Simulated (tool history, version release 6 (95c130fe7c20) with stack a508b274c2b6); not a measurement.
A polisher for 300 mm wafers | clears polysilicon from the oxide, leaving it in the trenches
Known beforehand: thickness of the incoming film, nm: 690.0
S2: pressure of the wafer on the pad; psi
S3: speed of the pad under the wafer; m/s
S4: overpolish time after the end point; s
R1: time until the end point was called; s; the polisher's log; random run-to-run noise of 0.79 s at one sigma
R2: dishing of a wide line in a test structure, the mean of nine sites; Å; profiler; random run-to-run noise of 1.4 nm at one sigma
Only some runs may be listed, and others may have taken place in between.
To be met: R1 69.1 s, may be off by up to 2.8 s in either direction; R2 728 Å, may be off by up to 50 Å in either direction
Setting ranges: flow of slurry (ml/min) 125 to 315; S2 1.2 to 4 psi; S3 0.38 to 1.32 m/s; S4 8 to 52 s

{"run": 1, "day": 0.0, "flow of slurry (ml/min)": 205, "S2": 2.6, "S3": 0.84, "S4": 26, "R1": 52.674, "R2": 849.53}
{"run": 2, "day": 0.192, "flow of slurry (ml/min)": 205, "S2": 2.6, "S3": 0.84, "S4": 37, "R1": 54.519, "R2": 843.31}
{"run": 3, "day": 0.379, "flow of slurry (ml/min)": 205, "S2": 2.6, "S3": 0.84, "S4": 43, "R1": 53.723, "R2": 889.73}
{"run": 4, "day": 0.6, "flow of slurry (ml/min)": 205, "S2": 2.3, "S3": 0.84, "S4": 43, "R1": 59.571, "R2": 862.49}
{"run": 5, "day": 0.946, "flow of slurry (ml/min)": 205, "S2": 2.2, "S3": 0.84, "S4": 38, "R1": 61.915, "R2": 847.52}
{"run": 6, "day": 1.238, "flow of slurry (ml/min)": 205, "S2": 2.8, "S3": 0.84, "S4": 38, "R1": 50.165, "R2": 834.88}
{"run": 7, "day": 1.404, "flow of slurry (ml/min)": 205, "S2": 2.8, "S3": 0.8, "S4": 34, "R1": 53.983, "R2": 842.06}
{"run": 8, "day": 1.425, "flow of slurry (ml/min)": 205, "S2": 2.8, "S3": 0.78, "S4": 30, "R1": 53.942, "R2": 851.24}
{"run": 9, "day": 1.467, "flow of slurry (ml/min)": 195, "S2": 2.7, "S3": 0.78, "S4": 27, "R1": 56.942, "R2": 842.22}
{"run": 10, "day": 1.633, "flow of slurry (ml/min)": 190, "S2": 2.7, "S3": 0.78, "S4": 24, "R1": 57.752, "R2": 813.22}
{"run": 11, "day": 1.888, "flow of slurry (ml/min)": 180, "S2": 2.7, "S3": 0.78, "S4": 23, "R1": 56.954, "R2": 850.79}
{"run": 12, "day": 2.162, "flow of slurry (ml/min)": 200, "S2": 2.6, "S3": 0.78, "S4": 21, "R1": 58.025, "R2": 821.74}
{"run": 13, "day": 2.471, "flow of slurry (ml/min)": 215, "S2": 2.5, "S3": 0.78, "S4": 19, "R1": 58.441, "R2": 788}
{"run": 14, "day": 2.812, "flow of slurry (ml/min)": 215, "S2": 2.5, "S3": 0.78, "S4": 19, "R1": 58.796, "R2": 803.21}
{"run": 15, "day": 2.921, "flow of slurry (ml/min)": 225, "S2": 2.4, "S3": 0.78, "S4": 18, "R1": 60.169, "R2": 799.96}
{"run": 16, "day": 3.046, "flow of slurry (ml/min)": 235, "S2": 2.3, "S3": 0.78, "S4": 17, "R1": 62.371, "R2": 760.84}

Exactly one of the 4 candidate moves below puts every result within its allowed miss. Which one?
{"run": "A", "day": 3.171, "flow of slurry (ml/min)": 125, "S2": 2.2, "S3": 0.76, "S4": 34, "R1": "?", "R2": "?"}
{"run": "B", "day": 3.171, "flow of slurry (ml/min)": 225, "S2": 2.6, "S3": 0.84, "S4": 18, "R1": "?", "R2": "?"}
{"run": "C", "day": 3.171, "flow of slurry (ml/min)": 210, "S2": 1.8, "S3": 0.86, "S4": 16, "R1": "?", "R2": "?"}
{"run": "D", "day": 3.171, "flow of slurry (ml/min)": 190, "S2": 2.5, "S3": 0.9, "S4": 22, "R1": "?", "R2": "?"}

move=A R1=74.47 R2=865.61
move=B R1=53.331 R2=835.75
move=C R1=69.299 R2=764.66
move=D R1=52.675 R2=859
A: takes the biggest miss from the last run beyond its target
B: lands further from the targets than the last run did
C: all results in spec
D: lands further from the targets than the last run did
Correct choice: C, which meets every target
